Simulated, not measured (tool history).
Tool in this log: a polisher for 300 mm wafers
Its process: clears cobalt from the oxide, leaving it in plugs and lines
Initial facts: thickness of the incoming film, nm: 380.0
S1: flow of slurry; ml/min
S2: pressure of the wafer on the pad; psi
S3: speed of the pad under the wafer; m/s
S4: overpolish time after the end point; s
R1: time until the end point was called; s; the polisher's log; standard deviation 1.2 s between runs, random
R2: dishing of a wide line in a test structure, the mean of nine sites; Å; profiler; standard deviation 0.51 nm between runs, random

run 1 hour=0 | S1=200 S2=1.5 S3=0.86 S4=23 | R1=103.09 R2=566.01
run 2 hour=6.8 | S1=200 S2=1.5 S3=0.86 S4=21 | R1=105.73 R2=533.37
run 3 hour=12.8 | S1=200 S2=1.5 S3=0.86 S4=19 | R1=105.29 R2=503.37
run 4 hour=19.9 | S1=200 S2=1.5 S3=0.86 S4=26 | R1=104.94 R2=620.57
run 5 hour=24.2 | S1=250 S2=1.5 S3=0.86 S4=26 | R1=100.79 R2=640.67
run 6 hour=27.3 | S1=250 S2=1.1 S3=0.86 S4=26 | R1=125.4 R2=539.53
run 7 hour=34.1 | S1=250 S2=1.1 S3=0.86 S4=24 | R1=124.88 R2=517.14
run 8 hour=35.3 | S1=250 S2=1.1 S3=0.86 S4=22 | R1=125.67 R2=495.46
run 9 hour=43.1 | S1=250 S2=1.1 S3=0.86 S4=20 | R1=124.95 R2=458.51

Expected results for the next run?
run 10 hour=51.3 | S1=250 S2=1.1 S3=0.86 S4=19 | R1=? R2=?

{"run 10": {"R1": 124.88, "R2": 447.3}}
